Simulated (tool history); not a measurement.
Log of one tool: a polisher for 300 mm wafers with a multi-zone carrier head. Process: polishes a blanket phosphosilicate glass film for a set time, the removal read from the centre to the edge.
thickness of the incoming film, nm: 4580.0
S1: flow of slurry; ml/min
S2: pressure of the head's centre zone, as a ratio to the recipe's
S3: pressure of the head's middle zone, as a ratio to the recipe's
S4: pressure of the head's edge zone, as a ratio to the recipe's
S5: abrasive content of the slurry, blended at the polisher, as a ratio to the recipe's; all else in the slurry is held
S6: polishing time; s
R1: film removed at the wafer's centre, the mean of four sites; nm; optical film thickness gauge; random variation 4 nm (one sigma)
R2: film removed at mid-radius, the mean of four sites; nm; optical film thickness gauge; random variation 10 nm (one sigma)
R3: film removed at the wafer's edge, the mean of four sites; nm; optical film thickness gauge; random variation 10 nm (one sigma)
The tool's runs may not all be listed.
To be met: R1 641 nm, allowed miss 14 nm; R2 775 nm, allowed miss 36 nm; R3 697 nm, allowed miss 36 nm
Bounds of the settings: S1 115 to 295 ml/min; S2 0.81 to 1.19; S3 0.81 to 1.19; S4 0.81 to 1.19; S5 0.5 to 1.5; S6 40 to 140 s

| run | hour | S1 | S2 | S3 | S4 | S5 | S6 | R1 | R2 | R3 |
|---|---|---|---|---|---|---|---|---|---|---|
| 1 | 0 | 190 | 1 | 1 | 1 | 1 | 90 | 796.14 | 766.94 | 752.94 |
| 2 | 5 | 180 | 0.97 | 1.01 | 0.99 | 1 | 90 | 760.49 | 784.54 | 745.36 |
| 3 | 8.9 | 180 | 0.97 | 1.01 | 0.99 | 1 | 81 | 678.91 | 713.65 | 650.8 |
| 4 | 13.1 | 175 | 0.96 | 1.02 | 1.01 | 1 | 81 | 668.72 | 702.23 | 676.93 |
| 5 | 16.2 | 175 | 1.02 | 1.02 | 1.01 | 1 | 81 | 709.56 | 720.61 | 678.97 |
|  | 22.8 | edge zone pressure recalibrated |
| 6 | 22.8 | 165 | 1.01 | 1.04 | 1.02 | 1 | 81 | 702.61 | 688.73 | 704.85 |
| 7 | 27.2 | 215 | 0.91 | 1.07 | 0.92 | 1.1 | 81 | 677.98 | 773.86 | 714.06 |
| 8 | 28.7 | 210 | 0.9 | 1.07 | 0.91 | 1.1 | 81 | 661.64 | 769.39 | 717.37 |

Which of these 5 next moves meets every target?
| A | 30.2 | 275 | 0.88 | 1.14 | 0.95 | 0.65 | 93 | ? | ? | ? |
| B | 30.2 | 230 | 0.93 | 1.09 | 0.98 | 0.8 | 90 | ? | ? | ? |
| C | 30.2 | 220 | 0.83 | 1.19 | 0.81 | 0.75 | 96 | ? | ? | ? |
| D | 30.2 | 280 | 0.98 | 1.19 | 1.07 | 0.9 | 69 | ? | ? | ? |
| E | 30.2 | 195 | 0.92 | 1.09 | 0.93 | 1.05 | 86 | ? | ? | ? |

| move | R1 | R2 | R3 |
|---|---|---|---|
| A | 646.75 | 755.91 | 694.8 |
| B | 701.37 | 757.78 | 729.24 |
| C | 646.19 | 823.71 | 691.42 |
| D | 609.31 | 654.02 | 621.32 |
| E | 715.39 | 783.65 | 740.21 |
A: meets every target
B: further off than the last run
C: brings the result that was furthest off to its target, and leaves another outside
D: takes the result that was furthest off past its target
E: further off than the last run
The right move is A.

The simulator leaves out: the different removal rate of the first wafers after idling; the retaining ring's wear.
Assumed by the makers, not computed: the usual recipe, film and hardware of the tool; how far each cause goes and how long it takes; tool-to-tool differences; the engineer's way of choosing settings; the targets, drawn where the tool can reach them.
